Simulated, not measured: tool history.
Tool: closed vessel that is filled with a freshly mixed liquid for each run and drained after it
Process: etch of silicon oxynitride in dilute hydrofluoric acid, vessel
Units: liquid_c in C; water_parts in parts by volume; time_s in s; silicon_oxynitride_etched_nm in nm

Run 1, hour 0: liquid_c 24 C, water_parts 85 parts by volume, time_s 1030 s. Result: silicon_oxynitride_etched_nm 16.286 nm.
Run 2, hour 6.5: liquid_c 25.5 C, water_parts 85 parts by volume, time_s 1030 s. Result: silicon_oxynitride_etched_nm 17.577 nm.
Run 3, hour 15.1: liquid_c 25.5 C, water_parts 85 parts by volume, time_s 1030 s. Result: silicon_oxynitride_etched_nm 17.602 nm.
Run 4, hour 20.3: liquid_c 26.5 C, water_parts 85 parts by volume, time_s 1030 s. Result: silicon_oxynitride_etched_nm 18.374 nm.
Run 5, hour 28.6: liquid_c 28 C, water_parts 85 parts by volume, time_s 1030 s. Result: silicon_oxynitride_etched_nm 19.742 nm.
Run 6, hour 37.1: liquid_c 28.5 C, water_parts 85 parts by volume, time_s 1030 s. Result: silicon_oxynitride_etched_nm 20.244 nm.

Run 7 comes next. What will it give?
Run 7, hour 42.3: liquid_c 29 C, water_parts 85 parts by volume, time_s 1030 s. Result: silicon_oxynitride_etched_nm ?.

silicon_oxynitride_etched_nm: 20.611 nm
